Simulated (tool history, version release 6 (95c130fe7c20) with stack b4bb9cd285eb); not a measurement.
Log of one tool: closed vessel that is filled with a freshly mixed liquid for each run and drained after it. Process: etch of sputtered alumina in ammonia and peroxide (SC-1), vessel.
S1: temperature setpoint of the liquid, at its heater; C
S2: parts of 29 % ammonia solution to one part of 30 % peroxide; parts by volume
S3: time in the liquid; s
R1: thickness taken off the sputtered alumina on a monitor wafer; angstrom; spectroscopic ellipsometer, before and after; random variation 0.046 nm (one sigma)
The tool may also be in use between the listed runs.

run  hour    S1    S2  S3      R1
  1   0.0  62.0  0.90  55  51.853
  2   3.2  62.0  0.65  55  50.531
  3   7.5  58.5  0.65  55  42.560
  4  10.1  61.0  0.65  55  47.393
  5  19.3  63.5  0.65  55  55.135
  6  20.5  63.5  0.65  35  34.327
  7  29.6  65.5  0.80  40  44.236
  8  32.8  67.0  0.90  45  54.258
  9  40.1  70.0  1.10  45  64.775

Run 10 comes next. What will it give?
 10  42.5  70.0  1.15  45   ?

Run 10 gave R1 64.342 angstrom.

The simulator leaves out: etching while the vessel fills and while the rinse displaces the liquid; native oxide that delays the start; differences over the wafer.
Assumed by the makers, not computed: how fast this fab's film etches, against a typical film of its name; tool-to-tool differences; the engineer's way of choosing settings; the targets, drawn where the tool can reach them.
